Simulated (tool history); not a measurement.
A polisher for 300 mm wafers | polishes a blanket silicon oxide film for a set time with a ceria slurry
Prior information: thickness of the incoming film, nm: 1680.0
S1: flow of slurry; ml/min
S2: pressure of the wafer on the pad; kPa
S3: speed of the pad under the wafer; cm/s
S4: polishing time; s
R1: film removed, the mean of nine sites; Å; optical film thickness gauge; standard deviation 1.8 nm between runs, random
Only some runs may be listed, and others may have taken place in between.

| run | day | S1 | S2 | S3 | S4 | R1 |
|---|---|---|---|---|---|---|
| 1 | 0.000 | 165 | 18.6 | 138 | 38 | 2156.5 |
| 2 | 0.158 | 165 | 18.6 | 114 | 38 | 1834.6 |
| 3 | 0.521 | 165 | 18.6 | 90 | 38 | 1538.1 |
| 4 | 0.671 | 205 | 18.6 | 90 | 38 | 1558.5 |
| 5 | 0.821 | 205 | 18.6 | 110 | 38 | 1842.1 |
| 6 | 0.942 | 210 | 20.0 | 110 | 38 | 1952.2 |
| 7 | 1.050 | 210 | 20.7 | 110 | 38 | 2000.8 |
| 8 | 1.321 | 210 | 21.4 | 110 | 38 | 2021.5 |
| 9 | 1.683 | 210 | 22.1 | 110 | 38 | 2103.6 |
| 10 | 1.938 | 210 | 22.8 | 110 | 38 | 2179.6 |
| 11 | 2.179 | 210 | 23.4 | 110 | 38 | 2196.0 |
| 12 | 2.533 | 215 | 24.1 | 110 | 38 | 2271.4 |
| 13 | 2.592 | 220 | 24.1 | 110 | 38 | 2268.5 |
| 14 | 2.638 | 225 | 24.8 | 110 | 38 | 2337.1 |

What will run 15 give?
| 15 | 3.012 | 225 | 24.8 | 110 | 38 | ? |

Run 15 yielded R1 2306.8 Å.
